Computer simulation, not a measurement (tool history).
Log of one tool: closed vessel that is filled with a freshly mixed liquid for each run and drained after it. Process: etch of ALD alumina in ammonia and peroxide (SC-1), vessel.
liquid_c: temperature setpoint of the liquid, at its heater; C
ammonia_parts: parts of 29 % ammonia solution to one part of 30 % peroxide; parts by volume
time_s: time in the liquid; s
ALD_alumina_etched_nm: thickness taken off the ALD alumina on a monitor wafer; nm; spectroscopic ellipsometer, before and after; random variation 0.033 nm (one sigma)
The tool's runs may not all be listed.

run,hour,liquid_c,ammonia_parts,time_s,ALD_alumina_etched_nm
1,0,51,0.75,195,9.4532
2,5.1,51,1,195,9.5994
3,13,49,1,195,8.5496
4,18.3,53,1,195,10.743
5,27.4,53,1,210,11.599
6,30.6,50.5,1,210,10.076
7,33.1,48.5,1,210,9.06

The next listed run, before its measurement:
8,37.9,47,1,210,?

ALD_alumina_etched_nm: 8.3055 nm

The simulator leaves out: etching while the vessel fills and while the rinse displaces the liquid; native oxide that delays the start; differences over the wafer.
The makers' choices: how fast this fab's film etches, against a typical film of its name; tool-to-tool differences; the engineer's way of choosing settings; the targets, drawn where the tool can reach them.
